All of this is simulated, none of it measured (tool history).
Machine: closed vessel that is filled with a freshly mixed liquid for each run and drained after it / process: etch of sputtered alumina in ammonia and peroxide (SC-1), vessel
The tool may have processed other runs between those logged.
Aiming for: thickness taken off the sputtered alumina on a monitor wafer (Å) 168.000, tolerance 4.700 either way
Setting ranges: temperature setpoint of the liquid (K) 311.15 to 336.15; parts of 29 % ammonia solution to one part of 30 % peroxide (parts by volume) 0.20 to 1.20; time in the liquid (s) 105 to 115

run  hour  temperature setpoint of the liquid (K)  parts of 29 % ammonia solution to one part of 30 % peroxide (parts by volume)  time in the liquid (s)  thickness taken off the sputtered alumina on a monitor wafer (Å)
  1   0.0                                  320.15                                                                           0.90                     105                                                            86.372
  2   8.5                                  320.15                                                                           1.10                     105                                                            85.587
  3  13.4                                  320.15                                                                           1.20                     105                                                            87.477
  4  17.7                                  320.15                                                                           0.95                     105                                                            85.743
  5  20.7                                  320.15                                                                           0.95                     105                                                            85.781
  6  25.9                                  320.15                                                                           1.20                     105                                                            88.316
  7  32.3                                  322.65                                                                           1.20                     105                                                           100.130
  8  40.1                                  324.65                                                                           1.20                     105                                                           110.810

Pick the move, out of 5, that brings all results within their allowed miss; only one does.
  A  47.9                                  327.15                                                                           1.20                     115                                                                 ?
  B  47.9                                  315.15                                                                           1.05                     105                                                                 ?
  C  47.9                                  313.15                                                                           1.20                     105                                                                 ?
  D  47.9                                  335.65                                                                           1.20                     115                                                                 ?
  E  47.9                                  331.65                                                                           0.90                     110                                                                 ?

move  thickness taken off the sputtered alumina on a monitor wafer (Å)
   A                                                           141.170
   B                                                            65.170
   C                                                            58.715
   D                                                           219.520
   E                                                           166.520
A: nearer than the last run, and not there yet
B: moves away from the targets compared with the last run
C: moves away from the targets compared with the last run
D: takes the result that was furthest off past its target
E: every result within its allowed miss
So the answer is move E, the one that meets all the targets.
